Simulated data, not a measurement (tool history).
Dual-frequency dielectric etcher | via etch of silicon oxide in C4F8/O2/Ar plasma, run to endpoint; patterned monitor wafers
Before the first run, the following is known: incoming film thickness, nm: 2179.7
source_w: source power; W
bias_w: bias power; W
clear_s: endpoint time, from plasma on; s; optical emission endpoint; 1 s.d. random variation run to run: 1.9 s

run 1 hour=0 | source_w=2320 bias_w=1439 | clear_s=437.2
run 2 hour=3.4 | source_w=2150 bias_w=1388 | clear_s=448.94
run 3 hour=11.7 | source_w=2390 bias_w=1388 | clear_s=434.91
run 4 hour=20.5 | source_w=2200 bias_w=1313 | clear_s=451.73
run 5 hour=27.4 | source_w=2040 bias_w=1252 | clear_s=467.26
run 6 hour=34.8 | source_w=1920 bias_w=1206 | clear_s=479.47
run 7 hour=39.9 | source_w=1820 bias_w=1172 | clear_s=488.86

Run 8 is up next; what results do you expect?
run 8 hour=41.3 | source_w=1740 bias_w=1145 | clear_s=?

{"run 8": {"clear_s": 501.21}}
